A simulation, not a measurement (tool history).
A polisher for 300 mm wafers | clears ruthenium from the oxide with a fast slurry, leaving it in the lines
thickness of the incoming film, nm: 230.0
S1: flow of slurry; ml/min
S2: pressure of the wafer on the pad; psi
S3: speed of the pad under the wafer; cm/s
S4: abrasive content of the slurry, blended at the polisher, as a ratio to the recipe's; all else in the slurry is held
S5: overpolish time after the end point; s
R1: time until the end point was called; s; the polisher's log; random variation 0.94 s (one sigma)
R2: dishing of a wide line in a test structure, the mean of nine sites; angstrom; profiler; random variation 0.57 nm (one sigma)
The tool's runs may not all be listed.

| run | hour | S1 | S2 | S3 | S4 | S5 | R1 | R2 |
|---|---|---|---|---|---|---|---|---|
| 1 | 0.0 | 170 | 2.5 | 88 | 1.0 | 24 | 70.596 | 442.86 |
| 2 | 3.6 | 170 | 2.4 | 88 | 1.0 | 22 | 74.635 | 415.17 |
| 3 | 8.0 | 170 | 2.4 | 72 | 1.0 | 22 | 88.859 | 384.89 |
| 4 | 16.3 | 185 | 2.4 | 72 | 1.0 | 22 | 89.835 | 361.21 |
| 5 | 19.5 | 190 | 2.4 | 72 | 1.0 | 21 | 86.973 | 347.26 |
| 6 | 27.0 | 190 | 2.8 | 72 | 1.0 | 21 | 77.913 | 387.78 |
| 7 | 33.7 | 190 | 2.8 | 72 | 1.0 | 21 | 76.902 | 392.75 |
| 8 | 42.5 | 175 | 2.2 | 72 | 1.0 | 10 | 99.508 | 185.76 |
| 9 | 43.9 | 205 | 2.3 | 70 | 1.0 | 16 | 94.518 | 277.85 |

Forecast run 10:
| 10 | 44.9 | 200 | 2.3 | 70 | 1.0 | 15 | ? | ? |

R1: 96.297 s
R2: 272.15 angstrom

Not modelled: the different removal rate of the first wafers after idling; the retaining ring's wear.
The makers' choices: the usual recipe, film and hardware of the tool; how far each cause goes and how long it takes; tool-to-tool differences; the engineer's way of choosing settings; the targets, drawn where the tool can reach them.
